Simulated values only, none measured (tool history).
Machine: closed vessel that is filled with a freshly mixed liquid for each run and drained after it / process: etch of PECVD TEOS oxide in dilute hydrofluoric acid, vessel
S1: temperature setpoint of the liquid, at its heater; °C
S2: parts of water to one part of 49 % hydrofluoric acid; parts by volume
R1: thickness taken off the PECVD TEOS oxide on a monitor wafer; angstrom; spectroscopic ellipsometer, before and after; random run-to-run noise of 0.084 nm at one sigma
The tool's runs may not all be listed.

Run 1, hour 0: S1 23 °C, S2 225 parts by volume, time in the liquid (s) 60. Result: R1 40.466 angstrom.
Run 2, hour 3.5: S1 25 °C, S2 200 parts by volume, time in the liquid (s) 60. Result: R1 51.433 angstrom.
Run 3, hour 8.8: S1 26.5 °C, S2 185 parts by volume, time in the liquid (s) 60. Result: R1 58.427 angstrom.
Run 4, hour 15.1: S1 26.5 °C, S2 260 parts by volume, time in the liquid (s) 60. Result: R1 38.175 angstrom.
Run 5, hour 17.4: S1 26.5 °C, S2 260 parts by volume, time in the liquid (s) 40. Result: R1 25.646 angstrom.
Run 6, hour 18.4: S1 26.5 °C, S2 260 parts by volume, time in the liquid (s) 60. Result: R1 37.868 angstrom.
Run 7, hour 22.9: S1 27.5 °C, S2 225 parts by volume, time in the liquid (s) 60. Result: R1 47.29 angstrom.
Run 8, hour 24.2: S1 28.5 °C, S2 200 parts by volume, time in the liquid (s) 60. Result: R1 57.906 angstrom.
Run 9, hour 26.1: S1 29 °C, S2 185 parts by volume, time in the liquid (s) 60. Result: R1 63.435 angstrom.
Run 10, hour 28.6: S1 29.5 °C, S2 170 parts by volume, time in the liquid (s) 60. Result: R1 72.984 angstrom.
Run 11, hour 30.8: S1 31 °C, S2 130 parts by volume, time in the liquid (s) 60. Result: R1 104.87 angstrom.

For run 12, what comes out?
Run 12, hour 34.9: S1 30.5 °C, S2 130 parts by volume, time in the liquid (s) 60. Result: R1 ?.

R1: 103.85 angstrom
